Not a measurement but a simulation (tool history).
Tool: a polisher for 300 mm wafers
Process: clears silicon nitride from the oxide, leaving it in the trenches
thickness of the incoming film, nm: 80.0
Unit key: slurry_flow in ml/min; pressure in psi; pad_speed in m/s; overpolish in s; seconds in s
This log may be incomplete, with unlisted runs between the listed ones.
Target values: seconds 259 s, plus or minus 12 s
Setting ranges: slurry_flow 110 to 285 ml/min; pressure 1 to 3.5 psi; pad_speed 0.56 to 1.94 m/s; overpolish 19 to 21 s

run  hour  slurry_flow  pressure  pad_speed  overpolish  seconds
  1     0          180       2.2       1.24          19   106.33
  2     1          145       2.2       1.24          19   110.24
  3   3.5          140       1.8       1.12          19   144.46
  4  11.6          140       1.8          1          19   162.62
  5  12.5          140       1.5       0.96          19   191.44
  6  15.7          110       1.5       0.96          19   198.35
  7  22.7          110       1.3       0.94          19   226.89
  8  24.7          110       1.2       0.94          19   240.76

Below are 5 possible settings for the next run. Only one of them brings all results inside the allowed miss of their targets. Which is it?
  A  26.7          110       1.2          1          19        ?
  B  26.7          115       1.3       0.98          19        ?
  C  26.7          120       1.3       0.96          19        ?
  D  26.7          115         2       0.68          19        ?
  E  26.7          110         1       0.98          21        ?

move  seconds
   A   225.97
   B   215.16
   C   217.07
   D   216.86
   E   260.59
A: lands further from the targets than the last run did
B: lands further from the targets than the last run did
C: lands further from the targets than the last run did
D: lands further from the targets than the last run did
E: every result lands within tolerance
Go with E: it meets all targets.

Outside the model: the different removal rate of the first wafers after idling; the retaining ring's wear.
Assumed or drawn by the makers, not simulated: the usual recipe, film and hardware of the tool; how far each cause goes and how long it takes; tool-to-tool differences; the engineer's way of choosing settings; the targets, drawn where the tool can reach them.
